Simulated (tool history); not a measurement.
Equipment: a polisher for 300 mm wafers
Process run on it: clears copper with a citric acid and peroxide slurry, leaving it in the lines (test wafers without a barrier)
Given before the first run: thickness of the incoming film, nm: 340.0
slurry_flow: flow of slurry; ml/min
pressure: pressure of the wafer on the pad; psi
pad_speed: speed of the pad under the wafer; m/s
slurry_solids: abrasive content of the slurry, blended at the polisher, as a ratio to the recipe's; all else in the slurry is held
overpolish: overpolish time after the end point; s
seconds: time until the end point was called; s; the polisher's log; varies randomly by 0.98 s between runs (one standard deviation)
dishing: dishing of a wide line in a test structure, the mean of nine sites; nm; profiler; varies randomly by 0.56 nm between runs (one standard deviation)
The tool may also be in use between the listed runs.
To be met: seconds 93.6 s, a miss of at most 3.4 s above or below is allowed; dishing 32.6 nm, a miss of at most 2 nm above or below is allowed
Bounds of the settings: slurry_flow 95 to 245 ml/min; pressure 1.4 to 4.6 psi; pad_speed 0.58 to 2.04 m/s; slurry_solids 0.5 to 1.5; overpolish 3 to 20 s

run	hour	slurry_flow	pressure	pad_speed	slurry_solids	overpolish	seconds	dishing
1	0	155	3	1.3	1	10	127.79	21.112
2	4.7	155	3	1.5	1	10	113.5	23.307
3	5.5	170	3	1.5	1	10	110.72	24.009
4	13	170	3.1	1.5	1	10	108.29	23.789
5	17.6	170	3.1	1.5	1	12	107.35	27.964
6	23.5	170	3.1	1.28	1	12	125.01	25.172
7	29.7	170	3.2	1.28	1	12	119.12	26.19
8	32.8	170	3.3	1.28	1	12	117.05	26.773
9	38.7	170	3.4	1.28	1	12	115.02	27.207
10	41.7	170	3.5	1.28	1	12	111.3	27.317

4 candidate next runs follow, results not yet known. Just one meets every target within its allowed miss. Identify it.
A	44.7	160	3.8	0.78	1.3	20	?	?
B	44.7	185	4	1.38	0.95	12	?	?
C	44.7	210	3	1.18	0.85	10	?	?
D	44.7	190	3.4	1.2	0.85	14	?	?

move	seconds	dishing
A	145.34	34.046
B	94.784	31.78
C	137.45	19.447
D	124.43	28.618
A: misses by more than the last run did
B: each result inside its tolerance
C: misses by more than the last run did
D: misses by more than the last run did
So the answer is move B, the one that meets all the targets.
